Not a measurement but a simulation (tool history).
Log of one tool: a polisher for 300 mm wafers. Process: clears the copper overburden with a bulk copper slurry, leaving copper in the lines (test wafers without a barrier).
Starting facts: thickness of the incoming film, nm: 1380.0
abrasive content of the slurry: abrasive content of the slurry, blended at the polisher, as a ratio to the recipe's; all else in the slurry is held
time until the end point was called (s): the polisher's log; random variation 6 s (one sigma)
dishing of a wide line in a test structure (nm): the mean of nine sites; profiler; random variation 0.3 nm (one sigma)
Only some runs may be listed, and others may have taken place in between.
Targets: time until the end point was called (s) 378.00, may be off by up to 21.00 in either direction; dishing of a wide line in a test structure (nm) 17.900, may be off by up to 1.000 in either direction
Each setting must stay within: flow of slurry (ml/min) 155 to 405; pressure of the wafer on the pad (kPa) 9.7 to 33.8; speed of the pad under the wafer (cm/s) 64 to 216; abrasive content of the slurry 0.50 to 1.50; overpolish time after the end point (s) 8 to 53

run	hour	flow of slurry (ml/min)	pressure of the wafer on the pad (kPa)	speed of the pad under the wafer (cm/s)	abrasive content of the slurry	overpolish time after the end point (s)	time until the end point was called (s)	dishing of a wide line in a test structure (nm)
1	0.0	260	21.4	140	1.00	27	124.98	54.183
2	6.9	260	21.4	140	1.00	22	127.54	52.128
3	8.6	260	21.4	140	1.15	22	121.53	51.450
4	16.1	260	21.4	140	0.95	22	124.67	51.871
5	22.7	245	20.0	130	1.00	20	147.11	49.105
6	24.9	235	18.6	122	1.05	19	162.82	47.005
7	30.0	235	18.6	122	1.05	19	166.79	46.746
8	35.7	215	12.4	84	0.95	8	330.69	19.937

Pick the move, out of 5, that brings all results within their allowed miss; only one does.
A	41.4	210	9.7	84	1.00	8	?	?
B	41.4	220	9.7	94	1.10	8	?	?
C	41.4	220	14.5	94	0.85	8	?	?
D	41.4	225	11.0	76	0.70	8	?	?
E	41.4	200	12.4	90	0.85	8	?	?

move	time until the end point was called (s)	dishing of a wide line in a test structure (nm)
A	431.67	16.238
B	383.49	17.832
C	276.51	23.148
D	441.84	16.003
E	335.89	19.929
A: takes the result that was furthest off past its target
B: meets every target
C: further off than the last run
D: takes the result that was furthest off past its target
E: gains on the last run, yet a result remains outside its allowed miss
Answer: B
